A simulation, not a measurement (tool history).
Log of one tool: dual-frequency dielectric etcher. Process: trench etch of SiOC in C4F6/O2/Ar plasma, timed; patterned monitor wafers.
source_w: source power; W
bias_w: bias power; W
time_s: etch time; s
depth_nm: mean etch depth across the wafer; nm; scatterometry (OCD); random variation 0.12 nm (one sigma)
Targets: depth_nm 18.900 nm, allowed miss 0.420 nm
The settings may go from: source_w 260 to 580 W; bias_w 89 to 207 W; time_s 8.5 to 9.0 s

{"run": 1, "hour": 0.0, "source_w": 420, "bias_w": 148, "time_s": 9.0, "depth_nm": 16.832}
{"run": 2, "hour": 5.6, "source_w": 420, "bias_w": 148, "time_s": 8.5, "depth_nm": 16.008}
{"run": 3, "hour": 8.5, "source_w": 460, "bias_w": 154, "time_s": 8.5, "depth_nm": 16.53}
{"run": 4, "hour": 16.1, "source_w": 480, "bias_w": 166, "time_s": 8.5, "depth_nm": 17.131}
{"hour": 22.6, "done": "source power generator calibrated"}
{"run": 5, "hour": 22.6, "source_w": 530, "bias_w": 166, "time_s": 8.5, "depth_nm": 17.422}
{"run": 6, "hour": 25.5, "source_w": 540, "bias_w": 174, "time_s": 8.5, "depth_nm": 17.737}
{"run": 7, "hour": 32.9, "source_w": 540, "bias_w": 180, "time_s": 8.5, "depth_nm": 17.876}
{"run": 8, "hour": 38.6, "source_w": 550, "bias_w": 185, "time_s": 8.5, "depth_nm": 18.22}
{"run": 9, "hour": 39.7, "source_w": 550, "bias_w": 189, "time_s": 8.5, "depth_nm": 17.886}
{"run": 10, "hour": 48.4, "source_w": 560, "bias_w": 189, "time_s": 8.5, "depth_nm": 18.346}
{"run": 11, "hour": 52.4, "source_w": 560, "bias_w": 192, "time_s": 8.5, "depth_nm": 18.276}
{"run": 12, "hour": 54.4, "source_w": 560, "bias_w": 194, "time_s": 8.5, "depth_nm": 18.345}

Which of these 4 next moves meets every target?
{"run": "A", "hour": 56.4, "source_w": 490, "bias_w": 153, "time_s": 9.0, "depth_nm": "?"}
{"run": "B", "hour": 56.4, "source_w": 540, "bias_w": 174, "time_s": 8.5, "depth_nm": "?"}
{"run": "C", "hour": 56.4, "source_w": 570, "bias_w": 198, "time_s": 9.0, "depth_nm": "?"}
{"run": "D", "hour": 56.4, "source_w": 580, "bias_w": 164, "time_s": 9.0, "depth_nm": "?"}

move=A depth_nm=17.663
move=B depth_nm=17.706
move=C depth_nm=19.662
move=D depth_nm=18.936
A: further off than the last run
B: further off than the last run
C: takes the result that was furthest off past its target
D: meets every target
The right move is D.
